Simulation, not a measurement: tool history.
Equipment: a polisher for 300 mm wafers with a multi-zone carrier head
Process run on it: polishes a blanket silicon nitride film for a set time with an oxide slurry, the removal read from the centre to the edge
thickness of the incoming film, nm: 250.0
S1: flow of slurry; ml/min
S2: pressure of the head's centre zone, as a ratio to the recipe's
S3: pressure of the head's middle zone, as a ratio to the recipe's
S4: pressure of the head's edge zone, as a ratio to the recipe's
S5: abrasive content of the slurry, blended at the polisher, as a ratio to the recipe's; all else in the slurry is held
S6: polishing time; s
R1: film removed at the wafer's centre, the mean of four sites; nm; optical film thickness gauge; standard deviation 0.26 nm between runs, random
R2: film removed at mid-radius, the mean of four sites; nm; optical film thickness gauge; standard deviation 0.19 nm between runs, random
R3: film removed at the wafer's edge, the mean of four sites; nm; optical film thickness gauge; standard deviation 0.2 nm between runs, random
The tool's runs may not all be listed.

{"run": 1, "hour": 0.0, "S1": 135, "S2": 1.0, "S3": 1.0, "S4": 1.0, "S5": 1.0, "S6": 88, "R1": 49.664, "R2": 48.586, "R3": 49.853}
{"run": 2, "hour": 4.9, "S1": 120, "S2": 0.94, "S3": 0.97, "S4": 0.97, "S5": 0.85, "S6": 80, "R1": 38.058, "R2": 39.272, "R3": 40.478}
{"run": 3, "hour": 11.6, "S1": 130, "S2": 0.94, "S3": 0.97, "S4": 0.97, "S5": 0.85, "S6": 80, "R1": 38.506, "R2": 39.06, "R3": 40.786}
{"run": 4, "hour": 12.6, "S1": 130, "S2": 0.91, "S3": 0.97, "S4": 0.97, "S5": 0.85, "S6": 80, "R1": 37.336, "R2": 38.945, "R3": 40.517}
{"run": 5, "hour": 17.4, "S1": 130, "S2": 0.91, "S3": 0.97, "S4": 0.97, "S5": 0.85, "S6": 60, "R1": 27.934, "R2": 29.248, "R3": 30.468}
{"run": 6, "hour": 22.8, "S1": 155, "S2": 0.91, "S3": 0.97, "S4": 0.97, "S5": 0.85, "S6": 60, "R1": 30.323, "R2": 30.447, "R3": 31.496}

Run 7 is up next; what results do you expect?
{"run": 7, "hour": 26.5, "S1": 135, "S2": 0.88, "S3": 0.95, "S4": 0.94, "S5": 0.85, "S6": 60, "R1": "?", "R2": "?", "R3": "?"}

{"run 7": {"R1": 28.482, "R2": 29.632, "R3": 30.642}}
